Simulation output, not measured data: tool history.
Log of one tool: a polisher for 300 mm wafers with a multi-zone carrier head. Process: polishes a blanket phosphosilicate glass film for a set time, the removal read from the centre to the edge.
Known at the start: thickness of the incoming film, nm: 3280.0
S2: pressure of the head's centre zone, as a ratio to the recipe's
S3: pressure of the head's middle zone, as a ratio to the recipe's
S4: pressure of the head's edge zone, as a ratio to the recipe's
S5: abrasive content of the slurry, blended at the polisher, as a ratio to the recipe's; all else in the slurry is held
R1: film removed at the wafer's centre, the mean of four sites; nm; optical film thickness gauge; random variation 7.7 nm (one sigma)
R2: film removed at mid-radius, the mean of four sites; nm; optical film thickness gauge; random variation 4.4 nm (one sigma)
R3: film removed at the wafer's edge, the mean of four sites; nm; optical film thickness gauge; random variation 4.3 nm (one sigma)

{"run": 1, "day": 0.0, "flow of slurry (ml/min)": 150, "S2": 1.0, "S3": 1.0, "S4": 1.0, "S5": 1.0, "polishing time (s)": 36, "R1": 364.26, "R2": 376.4, "R3": 370.87}
{"run": 2, "day": 0.192, "flow of slurry (ml/min)": 150, "S2": 1.0, "S3": 1.0, "S4": 1.0, "S5": 1.0, "polishing time (s)": 44, "R1": 452.59, "R2": 451.82, "R3": 454.18}
{"run": 3, "day": 0.35, "flow of slurry (ml/min)": 120, "S2": 1.0, "S3": 1.0, "S4": 1.0, "S5": 1.0, "polishing time (s)": 44, "R1": 440.82, "R2": 438.73, "R3": 443.22}
{"run": 4, "day": 0.596, "flow of slurry (ml/min)": 120, "S2": 1.0, "S3": 1.0, "S4": 1.0, "S5": 0.85, "polishing time (s)": 44, "R1": 410.94, "R2": 414.08, "R3": 411.12}
{"run": 5, "day": 0.854, "flow of slurry (ml/min)": 130, "S2": 1.04, "S3": 1.01, "S4": 1.02, "S5": 0.9, "polishing time (s)": 44, "R1": 437.41, "R2": 430.92, "R3": 430.65}
{"run": 6, "day": 1.162, "flow of slurry (ml/min)": 130, "S2": 1.04, "S3": 1.01, "S4": 1.07, "S5": 0.9, "polishing time (s)": 44, "R1": 422.84, "R2": 430.94, "R3": 441.32}
{"run": 7, "day": 1.442, "flow of slurry (ml/min)": 140, "S2": 1.07, "S3": 1.01, "S4": 1.06, "S5": 0.95, "polishing time (s)": 44, "R1": 467.77, "R2": 453.6, "R3": 450.9}

Forecast run 8:
{"run": 8, "day": 1.471, "flow of slurry (ml/min)": 150, "S2": 1.09, "S3": 1.0, "S4": 1.07, "S5": 0.95, "polishing time (s)": 44, "R1": "?", "R2": "?", "R3": "?"}

R1: 494.01 nm
R2: 439.26 nm
R3: 450.62 nm
